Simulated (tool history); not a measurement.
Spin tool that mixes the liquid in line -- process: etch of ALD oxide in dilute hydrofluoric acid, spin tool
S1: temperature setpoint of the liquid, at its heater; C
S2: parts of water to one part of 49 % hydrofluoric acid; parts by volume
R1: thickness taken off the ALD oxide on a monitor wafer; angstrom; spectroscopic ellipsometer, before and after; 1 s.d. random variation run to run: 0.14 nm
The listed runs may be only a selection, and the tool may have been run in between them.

Run 1, day 0: S1 25 C, S2 120 parts by volume, time under the liquid (s) 65. Result: R1 172.9 angstrom.
Run 2, day 0.308: S1 24.5 C, S2 120 parts by volume, time under the liquid (s) 65. Result: R1 170.61 angstrom.
Run 3, day 0.525: S1 24.5 C, S2 100 parts by volume, time under the liquid (s) 65. Result: R1 208.78 angstrom.
Run 4, day 0.588: S1 21.5 C, S2 100 parts by volume, time under the liquid (s) 65. Result: R1 186.12 angstrom.
Run 5, day 0.796: S1 21 C, S2 100 parts by volume, time under the liquid (s) 65. Result: R1 183.68 angstrom.
Run 6, day 1.138: S1 20.5 C, S2 100 parts by volume, time under the liquid (s) 65. Result: R1 178.47 angstrom.
Run 7, day 1.325: S1 20 C, S2 100 parts by volume, time under the liquid (s) 65. Result: R1 176.86 angstrom.
Run 8, day 1.508: S1 19.5 C, S2 100 parts by volume, time under the liquid (s) 65. Result: R1 175.18 angstrom.
Run 9, day 1.854: S1 17 C, S2 115 parts by volume, time under the liquid (s) 65. Result: R1 133.2 angstrom.
Run 10, day 1.988: S1 17 C, S2 115 parts by volume, time under the liquid (s) 65. Result: R1 131.31 angstrom.
Run 11, day 2.292: S1 17.5 C, S2 115 parts by volume, time under the liquid (s) 65. Result: R1 136.54 angstrom.

What will run 12 give?
Run 12, day 2.521: S1 18.5 C, S2 115 parts by volume, time under the liquid (s) 65. Result: R1 ?.

R1: 140.07 angstrom
